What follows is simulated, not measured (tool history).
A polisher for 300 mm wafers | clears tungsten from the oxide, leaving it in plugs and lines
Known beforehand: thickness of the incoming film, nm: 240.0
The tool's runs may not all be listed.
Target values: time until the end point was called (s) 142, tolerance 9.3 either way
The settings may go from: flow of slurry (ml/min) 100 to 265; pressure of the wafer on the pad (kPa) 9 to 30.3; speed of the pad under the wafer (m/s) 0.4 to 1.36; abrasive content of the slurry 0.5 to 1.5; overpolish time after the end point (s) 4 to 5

run,day,flow of slurry (ml/min),pressure of the wafer on the pad (kPa),speed of the pad under the wafer (m/s),abrasive content of the slurry,overpolish time after the end point (s),time until the end point was called (s)
1,0,170,19.3,0.88,1,5,72.284
2,0.288,170,19.3,0.88,1.1,5,68.895
3,0.421,170,19.3,0.88,1.1,4,70.756
4,0.662,145,19.3,0.88,1.1,4,73.408
5,0.729,145,17.9,0.86,1.1,4,80.355
6,0.775,145,17.9,0.86,1.25,4,76.981
7,1.042,145,16.5,0.84,1.25,4,82.255
8,1.104,145,15.9,0.82,1.25,4,88.685
9,1.433,145,15.2,0.8,1.25,4,95.786
10,1.692,145,14.5,0.8,1.25,4,97.412
11,2.021,145,13.8,0.78,1.25,4,104.35
12,2.296,145,13.1,0.78,1.25,4,110.91
13,2.604,145,12.4,0.78,1.25,4,117.73

Of the 4 settings listed for the next run, only one would bring every result within its allowed miss of target. Which one?
A,2.912,150,11.7,0.52,1.2,5,?
B,2.912,170,9.7,0.9,1.35,5,?
C,2.912,110,10.3,0.76,1.3,4,?
D,2.912,100,9.7,0.7,1.45,4,?

move,time until the end point was called (s)
A,167.65
B,121.99
C,146.77
D,167.64
A: carries the result that was furthest off beyond its target, to the other side
B: closes in on the targets versus the last run, not all within tolerance yet
C: in spec on every target
D: carries the result that was furthest off beyond its target, to the other side
Correct choice: C, which meets every target
